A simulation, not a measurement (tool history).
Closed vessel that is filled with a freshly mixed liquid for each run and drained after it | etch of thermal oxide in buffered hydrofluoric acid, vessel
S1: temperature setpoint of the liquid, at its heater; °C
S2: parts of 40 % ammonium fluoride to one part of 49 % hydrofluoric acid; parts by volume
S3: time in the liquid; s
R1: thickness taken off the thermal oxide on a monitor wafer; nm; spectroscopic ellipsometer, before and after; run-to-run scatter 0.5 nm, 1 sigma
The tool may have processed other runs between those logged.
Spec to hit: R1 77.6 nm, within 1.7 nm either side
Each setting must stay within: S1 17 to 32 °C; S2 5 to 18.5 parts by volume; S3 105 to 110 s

run,hour,S1,S2,S3,R1
1,0,24,11.5,105,117.27
2,4.6,22,11.5,105,105.26
3,12.8,22,11.5,105,103.17
4,19,20.5,11.5,105,96.028
5,24.3,19.5,11.5,105,91.016
6,25.7,19.5,11.5,110,96.447
7,26.3,18.5,12,110,87.24
8,33.6,18,12,110,83.713

Next run, 4 choices. One meets every target within its allowed miss, the rest don't. Which?
A,40.9,17,11,110,?
B,40.9,17.5,12,105,?
C,40.9,18.5,12,105,?
D,40.9,17.5,11,110,?

move,R1
A,86.168
B,77.73
C,82.271
D,88.661
A: the biggest miss grows against the last run
B: every result lands within tolerance
C: nearer than the last run, and not there yet
D: the biggest miss grows against the last run
B meets every target.
